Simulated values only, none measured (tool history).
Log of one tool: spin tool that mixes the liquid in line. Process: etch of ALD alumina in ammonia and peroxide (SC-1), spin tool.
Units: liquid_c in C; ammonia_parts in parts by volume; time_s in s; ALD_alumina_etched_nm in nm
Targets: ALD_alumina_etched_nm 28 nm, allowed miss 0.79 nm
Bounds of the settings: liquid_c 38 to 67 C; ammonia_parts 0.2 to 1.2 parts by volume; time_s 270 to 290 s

{"run": 1, "day": 0.0, "liquid_c": 51, "ammonia_parts": 0.9, "time_s": 270, "ALD_alumina_etched_nm": 16.012}
{"run": 2, "day": 0.225, "liquid_c": 51, "ammonia_parts": 0.9, "time_s": 270, "ALD_alumina_etched_nm": 16.031}
{"run": 3, "day": 0.258, "liquid_c": 45, "ammonia_parts": 0.9, "time_s": 270, "ALD_alumina_etched_nm": 11.573}
{"run": 4, "day": 0.388, "liquid_c": 45, "ammonia_parts": 0.9, "time_s": 290, "ALD_alumina_etched_nm": 12.42}
{"run": 5, "day": 0.638, "liquid_c": 50, "ammonia_parts": 0.9, "time_s": 290, "ALD_alumina_etched_nm": 16.29}
{"run": 6, "day": 0.908, "liquid_c": 50, "ammonia_parts": 0.65, "time_s": 290, "ALD_alumina_etched_nm": 15.836}
{"run": 7, "day": 1.075, "liquid_c": 53.5, "ammonia_parts": 0.65, "time_s": 290, "ALD_alumina_etched_nm": 18.992}
{"run": 8, "day": 1.429, "liquid_c": 56, "ammonia_parts": 0.65, "time_s": 290, "ALD_alumina_etched_nm": 21.866}
{"run": 9, "day": 1.738, "liquid_c": 61.5, "ammonia_parts": 0.65, "time_s": 290, "ALD_alumina_etched_nm": 29.149}

Which of these 4 next moves meets every target?
{"run": "A", "day": 2.046, "liquid_c": 62.5, "ammonia_parts": 0.8, "time_s": 290, "ALD_alumina_etched_nm": "?"}
{"run": "B", "day": 2.046, "liquid_c": 61.5, "ammonia_parts": 1, "time_s": 270, "ALD_alumina_etched_nm": "?"}
{"run": "C", "day": 2.046, "liquid_c": 62.5, "ammonia_parts": 0.75, "time_s": 285, "ALD_alumina_etched_nm": "?"}
{"run": "D", "day": 2.046, "liquid_c": 62, "ammonia_parts": 0.85, "time_s": 290, "ALD_alumina_etched_nm": "?"}

move=A ALD_alumina_etched_nm=31.575
move=B ALD_alumina_etched_nm=28.543
move=C ALD_alumina_etched_nm=30.841
move=D ALD_alumina_etched_nm=30.964
A: further off than the last run
B: meets every target
C: further off than the last run
D: further off than the last run
The right move is B.

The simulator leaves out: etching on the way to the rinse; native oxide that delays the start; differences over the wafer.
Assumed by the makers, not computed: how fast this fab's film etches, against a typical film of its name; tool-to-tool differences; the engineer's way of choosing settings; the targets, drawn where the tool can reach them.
